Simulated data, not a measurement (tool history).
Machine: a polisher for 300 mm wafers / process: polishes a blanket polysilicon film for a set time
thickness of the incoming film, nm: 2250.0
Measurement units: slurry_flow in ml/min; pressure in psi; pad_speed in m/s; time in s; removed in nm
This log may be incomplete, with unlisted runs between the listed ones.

| run | hour | slurry_flow | pressure | pad_speed | time | removed |
|---|---|---|---|---|---|---|
| 1 | 0 | 290 | 2.3 | 1.04 | 51 | 366.7 |
| 2 | 5.3 | 290 | 2.7 | 1.04 | 51 | 436.83 |
| 3 | 10.2 | 290 | 3 | 1.04 | 51 | 487.68 |
| 4 | 11.7 | 335 | 3 | 1.04 | 51 | 489.94 |
| 5 | 14.9 | 335 | 3.2 | 1.06 | 51 | 534.11 |
| 6 | 23.3 | 335 | 3.2 | 0.94 | 51 | 479.56 |

Run 7, settings as shown, results not yet in. Your forecast:
| 7 | 26.3 | 335 | 3.3 | 0.98 | 51 | ? |

Run 7 produced removed 510.86 nm.
